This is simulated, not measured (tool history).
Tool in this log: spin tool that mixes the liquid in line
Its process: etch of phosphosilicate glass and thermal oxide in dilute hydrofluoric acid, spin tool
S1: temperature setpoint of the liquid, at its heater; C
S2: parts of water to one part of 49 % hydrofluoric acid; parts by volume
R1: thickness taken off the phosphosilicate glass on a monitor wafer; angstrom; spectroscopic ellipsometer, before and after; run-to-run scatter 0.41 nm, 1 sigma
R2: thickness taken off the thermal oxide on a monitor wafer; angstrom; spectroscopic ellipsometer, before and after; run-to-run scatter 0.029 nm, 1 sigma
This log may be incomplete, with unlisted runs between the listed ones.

{"run": 1, "hour": 0.0, "S1": 22.0, "S2": 235, "time under the liquid (s)": 100, "R1": 397.45, "R2": 15.21}
{"run": 2, "hour": 3.6, "S1": 22.0, "S2": 235, "time under the liquid (s)": 65, "R1": 259.01, "R2": 9.6186}
{"run": 3, "hour": 9.6, "S1": 24.5, "S2": 205, "time under the liquid (s)": 65, "R1": 333.61, "R2": 13.086}
{"run": 4, "hour": 10.2, "S1": 24.5, "S2": 205, "time under the liquid (s)": 90, "R1": 456.88, "R2": 17.242}
{"run": 5, "hour": 17.4, "S1": 26.0, "S2": 205, "time under the liquid (s)": 90, "R1": 494.47, "R2": 18.496}
{"run": 6, "hour": 20.9, "S1": 26.5, "S2": 205, "time under the liquid (s)": 90, "R1": 504.24, "R2": 19.105}
{"run": 7, "hour": 26.2, "S1": 27.0, "S2": 205, "time under the liquid (s)": 90, "R1": 513.6, "R2": 18.693}

Expected results for the next run?
{"run": 8, "hour": 28.7, "S1": 25.5, "S2": 180, "time under the liquid (s)": 90, "R1": "?", "R2": "?"}

{"run 8": {"R1": 559.33, "R2": 21.671}}
